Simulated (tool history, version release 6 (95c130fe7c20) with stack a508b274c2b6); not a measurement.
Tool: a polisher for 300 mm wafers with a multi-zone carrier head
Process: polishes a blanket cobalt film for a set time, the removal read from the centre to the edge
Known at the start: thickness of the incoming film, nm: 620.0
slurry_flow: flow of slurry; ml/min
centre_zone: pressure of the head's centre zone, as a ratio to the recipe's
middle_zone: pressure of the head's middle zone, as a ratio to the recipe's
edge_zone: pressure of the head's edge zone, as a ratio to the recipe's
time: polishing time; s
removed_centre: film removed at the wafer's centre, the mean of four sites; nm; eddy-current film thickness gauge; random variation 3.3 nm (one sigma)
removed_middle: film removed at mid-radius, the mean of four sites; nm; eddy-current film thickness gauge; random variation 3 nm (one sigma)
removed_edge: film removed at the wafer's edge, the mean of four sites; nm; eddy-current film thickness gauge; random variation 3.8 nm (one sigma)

Run 1, hour 0.0: slurry_flow 150 ml/min, centre_zone 1.00, middle_zone 1.00, edge_zone 1.00, time 44 s. Result: removed_centre 194.92 nm, removed_middle 205.93 nm, removed_edge 190.87 nm.
Run 2, hour 2.4: slurry_flow 155 ml/min, centre_zone 1.01, middle_zone 1.00, edge_zone 1.02, time 46 s. Result: removed_centre 203.53 nm, removed_middle 212.40 nm, removed_edge 211.74 nm.
Run 3, hour 7.9: slurry_flow 155 ml/min, centre_zone 1.09, middle_zone 1.00, edge_zone 1.02, time 46 s. Result: removed_centre 221.78 nm, removed_middle 216.80 nm, removed_edge 215.37 nm.
Run 4, hour 12.7: slurry_flow 155 ml/min, centre_zone 1.01, middle_zone 1.00, edge_zone 1.02, time 46 s. Result: removed_centre 210.17 nm, removed_middle 214.04 nm, removed_edge 208.89 nm.
Run 5, hour 21.2: slurry_flow 160 ml/min, centre_zone 1.03, middle_zone 1.02, edge_zone 1.03, time 47 s. Result: removed_centre 217.55 nm, removed_middle 225.80 nm, removed_edge 216.02 nm.
Run 6, hour 28.2: slurry_flow 160 ml/min, centre_zone 1.03, middle_zone 1.02, edge_zone 1.03, time 51 s. Result: removed_centre 238.77 nm, removed_middle 242.31 nm, removed_edge 233.45 nm.
Run 7, hour 28.9: slurry_flow 165 ml/min, centre_zone 1.04, middle_zone 1.02, edge_zone 1.04, time 51 s. Result: removed_centre 242.46 nm, removed_middle 244.35 nm, removed_edge 239.04 nm.
Run 8, hour 37.2: slurry_flow 170 ml/min, centre_zone 1.05, middle_zone 1.02, edge_zone 1.05, time 51 s. Result: removed_centre 244.72 nm, removed_middle 244.13 nm, removed_edge 239.63 nm.

The next listed run, before its measurement:
Run 9, hour 40.9: slurry_flow 170 ml/min, centre_zone 1.06, middle_zone 1.02, edge_zone 1.06, time 51 s. Result: removed_centre ?, removed_middle ?, removed_edge ?.

Run 9 gave removed_centre 248.99 nm, removed_middle 244.74 nm, removed_edge 237.64 nm.
